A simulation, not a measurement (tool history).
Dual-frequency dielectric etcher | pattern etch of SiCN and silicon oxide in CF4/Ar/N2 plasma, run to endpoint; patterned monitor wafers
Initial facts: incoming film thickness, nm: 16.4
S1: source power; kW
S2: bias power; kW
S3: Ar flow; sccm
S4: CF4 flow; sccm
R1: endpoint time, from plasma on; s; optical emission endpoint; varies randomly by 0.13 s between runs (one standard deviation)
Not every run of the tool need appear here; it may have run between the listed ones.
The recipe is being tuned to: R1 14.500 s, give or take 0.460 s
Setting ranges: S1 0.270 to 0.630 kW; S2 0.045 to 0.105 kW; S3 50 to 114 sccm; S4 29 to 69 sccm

run  hour     S1     S2  S3  S4      R1
  1   0.0  0.450  0.075  82  49  18.529
  2   8.5  0.450  0.065  82  49  20.022
  3  13.2  0.490  0.066  82  49  17.805
  4  16.3  0.460  0.066  82  49  18.920
  5  17.9  0.490  0.067  82  49  17.758
  6  21.5  0.490  0.067  82  43  18.249
  7  28.0  0.520  0.068  82  43  16.952
  8  33.3  0.540  0.068  82  43  16.056
  9  37.2  0.550  0.068  82  43  15.834
 10  45.1  0.560  0.068  82  43  15.609
 11  50.7  0.570  0.068  82  43  15.228
 12  51.9  0.580  0.068  82  43  15.219

4 next moves are on the table. One of them brings every result within its allowed miss. Which?
  A  53.1  0.570  0.063  79  42   ?
  B  53.1  0.560  0.064  78  42   ?
  C  53.1  0.630  0.071  83  46   ?
  D  53.1  0.600  0.068  71  38   ?

move      R1
   A  15.973
   B  16.112
   C  13.646
   D  14.596
A: its largest miss is bigger than the last run's
B: its largest miss is bigger than the last run's
C: the result that was furthest off in the last run now lies on the other side of its target
D: each result inside its tolerance
The right move is D.

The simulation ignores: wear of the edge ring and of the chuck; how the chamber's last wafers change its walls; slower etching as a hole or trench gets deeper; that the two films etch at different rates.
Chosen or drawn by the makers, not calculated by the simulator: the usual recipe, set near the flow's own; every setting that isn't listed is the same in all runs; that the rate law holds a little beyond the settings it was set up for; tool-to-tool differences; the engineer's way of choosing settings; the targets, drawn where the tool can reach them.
